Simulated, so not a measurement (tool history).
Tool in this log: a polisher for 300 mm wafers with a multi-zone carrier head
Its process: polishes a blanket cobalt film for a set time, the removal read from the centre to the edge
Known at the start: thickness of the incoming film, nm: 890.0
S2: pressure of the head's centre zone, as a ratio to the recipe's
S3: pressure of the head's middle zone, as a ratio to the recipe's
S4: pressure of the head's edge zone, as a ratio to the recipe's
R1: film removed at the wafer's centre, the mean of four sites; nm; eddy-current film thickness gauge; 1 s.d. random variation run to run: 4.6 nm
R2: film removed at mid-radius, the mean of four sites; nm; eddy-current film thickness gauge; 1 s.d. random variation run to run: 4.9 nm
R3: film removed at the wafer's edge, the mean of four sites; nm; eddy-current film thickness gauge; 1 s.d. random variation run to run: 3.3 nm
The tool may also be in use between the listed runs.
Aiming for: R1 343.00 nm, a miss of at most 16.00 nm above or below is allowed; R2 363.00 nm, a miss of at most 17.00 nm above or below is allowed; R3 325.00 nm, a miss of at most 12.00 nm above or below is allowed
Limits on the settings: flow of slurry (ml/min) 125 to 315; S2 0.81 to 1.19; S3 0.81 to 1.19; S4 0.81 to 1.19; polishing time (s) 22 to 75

Run 1, hour 0.0: flow of slurry (ml/min) 205, S2 1.00, S3 1.00, S4 1.00, polishing time (s) 48. Result: R1 290.43 nm, R2 293.02 nm, R3 291.78 nm.
Run 2, hour 4.3: flow of slurry (ml/min) 185, S2 1.00, S3 1.00, S4 1.00, polishing time (s) 48. Result: R1 286.10 nm, R2 283.63 nm, R3 293.02 nm.
Run 3, hour 5.1: flow of slurry (ml/min) 220, S2 1.00, S3 1.00, S4 1.00, polishing time (s) 48. Result: R1 290.31 nm, R2 296.64 nm, R3 294.19 nm.
Run 4, hour 14.0: flow of slurry (ml/min) 225, S2 1.01, S3 1.01, S4 1.00, polishing time (s) 48. Result: R1 299.76 nm, R2 292.56 nm, R3 294.75 nm.
Run 5, hour 19.0: flow of slurry (ml/min) 225, S2 1.01, S3 0.97, S4 1.00, polishing time (s) 48. Result: R1 292.70 nm, R2 287.81 nm, R3 297.89 nm.
Run 6, hour 22.4: flow of slurry (ml/min) 230, S2 1.01, S3 0.99, S4 1.00, polishing time (s) 49. Result: R1 310.45 nm, R2 292.77 nm, R3 301.32 nm.
Run 7, hour 31.0: flow of slurry (ml/min) 230, S2 1.01, S3 1.01, S4 1.00, polishing time (s) 49. Result: R1 300.73 nm, R2 306.64 nm, R3 301.66 nm.
Run 8, hour 34.6: flow of slurry (ml/min) 265, S2 1.11, S3 1.09, S4 1.01, polishing time (s) 52. Result: R1 366.21 nm, R2 351.72 nm, R3 329.97 nm.
Run 9, hour 37.9: flow of slurry (ml/min) 265, S2 1.11, S3 1.09, S4 1.01, polishing time (s) 52. Result: R1 356.58 nm, R2 354.07 nm, R3 325.16 nm.
Run 10, hour 43.2: flow of slurry (ml/min) 265, S2 1.11, S3 1.09, S4 1.01, polishing time (s) 52. Result: R1 362.10 nm, R2 347.75 nm, R3 331.01 nm.

4 next moves are on the table. One of them brings every result within its allowed miss. Which?
Run A, hour 48.5: flow of slurry (ml/min) 285, S2 1.13, S3 1.13, S4 0.97, polishing time (s) 53. Result: R1 ?, R2 ?, R3 ?.
Run B, hour 48.5: flow of slurry (ml/min) 240, S2 1.03, S3 1.11, S4 0.95, polishing time (s) 54. Result: R1 ?, R2 ?, R3 ?.
Run C, hour 48.5: flow of slurry (ml/min) 300, S2 1.19, S3 0.96, S4 1.07, polishing time (s) 53. Result: R1 ?, R2 ?, R3 ?.
Run D, hour 48.5: flow of slurry (ml/min) 290, S2 1.16, S3 1.05, S4 0.91, polishing time (s) 56. Result: R1 ?, R2 ?, R3 ?.

move      R1      R2      R3
   A  386.69  378.20  332.17
   B  351.07  372.02  330.10
   C  409.15  330.91  350.37
   D  420.04  375.96  341.67
A: misses by more than the last run did
B: all results land within tolerance of their targets
C: misses by more than the last run did
D: misses by more than the last run did
Move B is the one to make.
